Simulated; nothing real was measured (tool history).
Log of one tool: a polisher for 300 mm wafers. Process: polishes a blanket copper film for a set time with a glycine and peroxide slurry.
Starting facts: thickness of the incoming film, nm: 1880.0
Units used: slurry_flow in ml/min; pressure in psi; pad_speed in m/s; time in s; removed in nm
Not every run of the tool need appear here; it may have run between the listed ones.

run 1 day=0.000 | slurry_flow=200 pressure=3.1 pad_speed=1.00 time=99 | removed=535.59
run 2 day=0.254 | slurry_flow=200 pressure=2.3 pad_speed=1.00 time=99 | removed=442.57
run 3 day=0.567 | slurry_flow=195 pressure=2.3 pad_speed=1.00 time=99 | removed=441.36
run 4 day=0.788 | slurry_flow=195 pressure=2.0 pad_speed=1.00 time=99 | removed=396.80
run 5 day=0.846 | slurry_flow=195 pressure=2.0 pad_speed=1.22 time=99 | removed=463.73
run 6 day=1.129 | slurry_flow=195 pressure=2.6 pad_speed=1.22 time=99 | removed=565.26
-- day=1.162 slurry nozzle cleaned
run 7 day=1.162 | slurry_flow=195 pressure=2.4 pad_speed=1.22 time=99 | removed=543.37
run 8 day=1.383 | slurry_flow=195 pressure=2.3 pad_speed=1.22 time=99 | removed=531.25
run 9 day=1.683 | slurry_flow=195 pressure=2.2 pad_speed=1.22 time=99 | removed=515.74

Run 10 has not been measured yet. What should we expect?
run 10 day=1.867 | slurry_flow=190 pressure=2.1 pad_speed=1.22 time=99 | removed=?

removed: 494.30 nm

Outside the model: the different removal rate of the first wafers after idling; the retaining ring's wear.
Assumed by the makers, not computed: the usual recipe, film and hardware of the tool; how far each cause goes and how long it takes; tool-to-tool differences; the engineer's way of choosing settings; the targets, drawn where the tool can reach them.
